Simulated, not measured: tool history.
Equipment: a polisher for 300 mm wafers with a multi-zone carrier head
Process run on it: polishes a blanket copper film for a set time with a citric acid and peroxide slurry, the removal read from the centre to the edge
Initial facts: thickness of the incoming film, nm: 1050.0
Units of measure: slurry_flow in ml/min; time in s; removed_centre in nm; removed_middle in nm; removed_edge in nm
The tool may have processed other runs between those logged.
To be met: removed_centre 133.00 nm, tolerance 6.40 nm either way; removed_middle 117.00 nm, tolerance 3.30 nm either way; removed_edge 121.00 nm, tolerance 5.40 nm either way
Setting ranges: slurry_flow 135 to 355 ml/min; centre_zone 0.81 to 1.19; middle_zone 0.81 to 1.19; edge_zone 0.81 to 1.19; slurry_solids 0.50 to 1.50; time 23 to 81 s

run 1 hour=0.0 | slurry_flow=225 centre_zone=1.00 middle_zone=1.00 edge_zone=1.00 slurry_solids=1.00 time=52 | removed_centre=183.27 removed_middle=183.78 removed_edge=181.21
run 2 hour=4.8 | slurry_flow=225 centre_zone=1.07 middle_zone=1.00 edge_zone=1.00 slurry_solids=1.00 time=52 | removed_centre=196.94 removed_middle=184.15 removed_edge=179.12
run 3 hour=9.4 | slurry_flow=220 centre_zone=1.06 middle_zone=0.97 edge_zone=0.97 slurry_solids=0.85 time=49 | removed_centre=172.18 removed_middle=160.16 removed_edge=157.11
run 4 hour=13.0 | slurry_flow=210 centre_zone=1.05 middle_zone=0.93 edge_zone=0.94 slurry_solids=0.75 time=48 | removed_centre=162.16 removed_middle=146.92 removed_edge=149.52
run 5 hour=14.9 | slurry_flow=205 centre_zone=1.05 middle_zone=0.92 edge_zone=0.92 slurry_solids=0.70 time=46 | removed_centre=152.44 removed_middle=137.56 removed_edge=139.24
run 6 hour=23.6 | slurry_flow=205 centre_zone=1.10 middle_zone=0.92 edge_zone=0.92 slurry_solids=0.70 time=46 | removed_centre=157.08 removed_middle=138.04 removed_edge=137.74
run 7 hour=27.7 | slurry_flow=200 centre_zone=1.09 middle_zone=0.90 edge_zone=0.90 slurry_solids=0.65 time=45 | removed_centre=146.15 removed_middle=129.87 removed_edge=132.52
run 8 hour=35.2 | slurry_flow=195 centre_zone=1.09 middle_zone=0.89 edge_zone=0.88 slurry_solids=0.60 time=45 | removed_centre=149.49 removed_middle=125.11 removed_edge=124.48
run 9 hour=40.4 | slurry_flow=190 centre_zone=1.06 middle_zone=0.88 edge_zone=0.88 slurry_solids=0.60 time=45 | removed_centre=142.83 removed_middle=122.33 removed_edge=129.56
run 10 hour=41.4 | slurry_flow=185 centre_zone=1.05 middle_zone=0.89 edge_zone=0.87 slurry_solids=0.55 time=45 | removed_centre=138.17 removed_middle=121.77 removed_edge=124.40
run 11 hour=43.6 | slurry_flow=175 centre_zone=1.05 middle_zone=0.89 edge_zone=0.86 slurry_solids=0.55 time=45 | removed_centre=137.32 removed_middle=120.81 removed_edge=124.47

5 candidate next runs follow, results not yet known. Just one meets every target within its allowed miss. Identify it.
run A hour=45.8 | slurry_flow=135 centre_zone=0.97 middle_zone=0.88 edge_zone=0.86 slurry_solids=0.60 time=45 | removed_centre=? removed_middle=? removed_edge=?
run B hour=45.8 | slurry_flow=135 centre_zone=1.02 middle_zone=0.95 edge_zone=0.84 slurry_solids=0.50 time=44 | removed_centre=? removed_middle=? removed_edge=?
run C hour=45.8 | slurry_flow=145 centre_zone=1.03 middle_zone=0.87 edge_zone=0.84 slurry_solids=0.55 time=46 | removed_centre=? removed_middle=? removed_edge=?
run D hour=45.8 | slurry_flow=185 centre_zone=1.03 middle_zone=0.94 edge_zone=0.84 slurry_solids=0.60 time=39 | removed_centre=? removed_middle=? removed_edge=?
run E hour=45.8 | slurry_flow=140 centre_zone=1.14 middle_zone=0.97 edge_zone=0.81 slurry_solids=0.50 time=43 | removed_centre=? removed_middle=? removed_edge=?

move=A removed_centre=123.10 removed_middle=116.67 removed_edge=120.43
move=B removed_centre=121.23 removed_middle=116.32 removed_edge=111.45
move=C removed_centre=132.67 removed_middle=117.03 removed_edge=120.37
move=D removed_centre=119.69 removed_middle=112.01 removed_edge=106.87
move=E removed_centre=133.46 removed_middle=116.32 removed_edge=107.69
A: the furthest-off result lands on target, but another misses its tolerance
B: the furthest-off result lands on target, but another misses its tolerance
C: hits every target within its allowed miss
D: the result that was furthest off in the last run now lies on the other side of its target
E: the furthest-off result lands on target, but another misses its tolerance
So the answer is move C, the one that meets all the targets.

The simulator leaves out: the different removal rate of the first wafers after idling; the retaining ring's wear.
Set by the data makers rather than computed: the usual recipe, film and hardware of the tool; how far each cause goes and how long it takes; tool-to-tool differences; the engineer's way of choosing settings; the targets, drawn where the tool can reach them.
